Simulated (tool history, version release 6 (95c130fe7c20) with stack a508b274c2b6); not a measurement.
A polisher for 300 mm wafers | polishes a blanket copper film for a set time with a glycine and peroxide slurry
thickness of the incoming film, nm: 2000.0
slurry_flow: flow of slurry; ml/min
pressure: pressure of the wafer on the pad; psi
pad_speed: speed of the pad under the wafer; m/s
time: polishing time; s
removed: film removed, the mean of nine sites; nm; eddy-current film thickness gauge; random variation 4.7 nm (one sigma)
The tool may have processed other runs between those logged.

run,day,slurry_flow,pressure,pad_speed,time,removed
1,0,170,3.4,1.1,52,310.74
2,0.125,170,3.5,1.1,52,322.7
3,0.496,170,3.6,1.1,52,321.99
4,0.608,130,3.6,1.1,52,300.21
5,0.862,130,3.6,1.1,47,272.44
6,0.917,145,3.7,1.1,47,278.33

Estimate the outcome of run 7 from the log above:
7,1.275,145,4.7,1.14,47,?

removed: 338.33 nm
